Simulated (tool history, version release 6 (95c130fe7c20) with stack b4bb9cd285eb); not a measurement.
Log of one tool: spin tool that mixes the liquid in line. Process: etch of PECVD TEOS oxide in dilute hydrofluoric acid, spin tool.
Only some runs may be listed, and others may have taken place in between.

run    day  temperature setpoint of the liquid (C)  parts of water to one part of 49 % hydrofluoric acid (parts by volume)  time under the liquid (s)  thickness taken off the PECVD TEOS oxide on a monitor wafer (Å)
  1  0.000                                    21.0                                                                     110                        130                                                           171.13
  2  0.088                                    21.0                                                                     110                        140                                                           184.35
  3  0.262                                    21.0                                                                     110                        140                                                           185.32
  4  0.633                                    23.0                                                                      95                        140                                                           237.64
  5  0.888                                    26.5                                                                      95                        140                                                           272.41
     0.996  -- hydrofluoric acid flow meter replaced
  6  0.996                                    29.0                                                                      95                        140                                                           336.75

Predict the results of run 7:
  7  1.308                                    29.0                                                                      85                        140                                                                ?

Run 7 produced thickness taken off the PECVD TEOS oxide on a monitor wafer (Å) 380.92.
